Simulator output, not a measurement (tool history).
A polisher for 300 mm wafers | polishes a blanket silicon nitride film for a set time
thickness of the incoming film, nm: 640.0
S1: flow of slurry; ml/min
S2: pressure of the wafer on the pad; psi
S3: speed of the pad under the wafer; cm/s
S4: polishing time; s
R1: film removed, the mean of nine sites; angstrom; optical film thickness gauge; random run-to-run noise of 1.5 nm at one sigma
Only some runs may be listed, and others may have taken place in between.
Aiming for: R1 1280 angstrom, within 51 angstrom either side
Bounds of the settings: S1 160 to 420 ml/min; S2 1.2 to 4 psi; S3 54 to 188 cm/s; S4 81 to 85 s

| run | hour | S1 | S2 | S3 | S4 | R1 |
|---|---|---|---|---|---|---|
| 1 | 0 | 270 | 2.6 | 120 | 81 | 952.92 |
| 2 | 8.8 | 270 | 2.6 | 102 | 81 | 853.01 |
| 3 | 11.2 | 270 | 2.6 | 126 | 81 | 982.61 |
| 4 | 15.1 | 270 | 2.8 | 126 | 81 | 1049.1 |
| 5 | 23.9 | 310 | 2.8 | 126 | 81 | 1071.4 |
| 6 | 26.1 | 310 | 2.8 | 100 | 81 | 912.73 |
| 7 | 32.1 | 310 | 3.1 | 102 | 81 | 1010.4 |
| 8 | 37.8 | 310 | 3.3 | 104 | 81 | 1070.9 |
| 9 | 45 | 310 | 3.5 | 104 | 81 | 1153.5 |
| 10 | 46.2 | 310 | 3.6 | 104 | 81 | 1196.7 |
| 11 | 50.7 | 310 | 3.7 | 104 | 81 | 1185.8 |

Which one of the following 5 next-run settings gets every result inside its allowed miss? There is exactly one.
| A | 55.2 | 260 | 3.8 | 112 | 82 | ? |
| B | 55.2 | 360 | 3.8 | 74 | 83 | ? |
| C | 55.2 | 320 | 3.8 | 84 | 81 | ? |
| D | 55.2 | 305 | 4 | 84 | 81 | ? |
| E | 55.2 | 285 | 3.2 | 112 | 81 | ? |

| move | R1 |
|---|---|
| A | 1303.7 |
| B | 1042.3 |
| C | 1090.2 |
| D | 1138.3 |
| E | 1110.4 |
A: every result lands within tolerance
B: misses by more than the last run did
C: misses by more than the last run did
D: misses by more than the last run did
E: misses by more than the last run did
The right move is A.
